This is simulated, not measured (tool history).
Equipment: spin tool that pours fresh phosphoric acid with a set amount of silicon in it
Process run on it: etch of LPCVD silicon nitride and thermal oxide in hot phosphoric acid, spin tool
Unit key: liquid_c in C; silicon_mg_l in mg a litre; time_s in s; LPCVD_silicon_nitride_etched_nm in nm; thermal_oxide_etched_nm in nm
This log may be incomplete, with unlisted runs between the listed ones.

run	hour	liquid_c	silicon_mg_l	time_s	LPCVD_silicon_nitride_etched_nm	thermal_oxide_etched_nm
1	0.0	163.0	8.5	180	16.486	0.52090
2	3.4	164.0	9.0	200	19.200	0.63384
3	11.9	166.0	9.0	200	20.055	0.72993
4	19.2	166.0	9.0	165	16.726	0.61515
5	28.0	166.0	9.0	230	23.464	0.83341
6	33.5	166.5	9.5	235	24.365	0.82911

Expected results for the next run?
7	36.3	167.0	9.5	240	?	?

Run 7 came out at LPCVD_silicon_nitride_etched_nm 25.166 nm, thermal_oxide_etched_nm 0.91975 nm.
